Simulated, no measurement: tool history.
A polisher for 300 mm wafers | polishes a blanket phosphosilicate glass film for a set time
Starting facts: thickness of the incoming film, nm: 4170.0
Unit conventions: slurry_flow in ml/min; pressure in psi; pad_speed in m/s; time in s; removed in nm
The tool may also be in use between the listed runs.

| run | day | slurry_flow | pressure | pad_speed | slurry_solids | time | removed |
|---|---|---|---|---|---|---|---|
| 1 | 0.000 | 135 | 4.1 | 1.20 | 1.0 | 113 | 1691.9 |
| 2 | 0.083 | 140 | 4.3 | 1.20 | 1.0 | 113 | 1776.1 |
| 3 | 0.367 | 140 | 4.4 | 1.20 | 1.0 | 113 | 1830.7 |
| 4 | 0.554 | 140 | 4.4 | 1.20 | 1.0 | 119 | 1915.9 |
| 5 | 0.658 | 140 | 4.5 | 1.20 | 1.0 | 119 | 1983.5 |
| 6 | 0.758 | 140 | 4.5 | 1.00 | 1.0 | 119 | 1719.1 |
| 7 | 0.875 | 140 | 4.7 | 1.00 | 1.0 | 119 | 1776.2 |
| 8 | 1.212 | 145 | 4.8 | 1.00 | 1.0 | 119 | 1837.6 |

Expected results for the next run?
| 9 | 1.383 | 145 | 4.9 | 1.00 | 1.0 | 119 | ? |

removed: 1873.9 nm
